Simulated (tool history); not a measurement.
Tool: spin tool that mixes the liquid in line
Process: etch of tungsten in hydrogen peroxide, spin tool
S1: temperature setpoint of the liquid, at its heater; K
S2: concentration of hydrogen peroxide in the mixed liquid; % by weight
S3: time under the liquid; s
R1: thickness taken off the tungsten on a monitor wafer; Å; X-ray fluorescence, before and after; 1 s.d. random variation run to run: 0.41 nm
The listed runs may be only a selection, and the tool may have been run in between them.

run 1 hour=0 | S1=317.15 S2=17.5 S3=90 | R1=656.05
run 2 hour=5.8 | S1=315.65 S2=17.5 S3=90 | R1=594.55
run 3 hour=14.4 | S1=314.65 S2=17.5 S3=90 | R1=561.31
run 4 hour=19.2 | S1=313.65 S2=17.5 S3=90 | R1=524.74
run 5 hour=27.4 | S1=313.65 S2=16 S3=90 | R1=504.5
run 6 hour=35.8 | S1=310.15 S2=16 S3=90 | R1=403.06
run 7 hour=42.7 | S1=311.15 S2=16 S3=90 | R1=430.32

The next listed run, before its measurement:
run 8 hour=46.7 | S1=311.65 S2=16 S3=90 | R1=?

R1: 440.02 Å
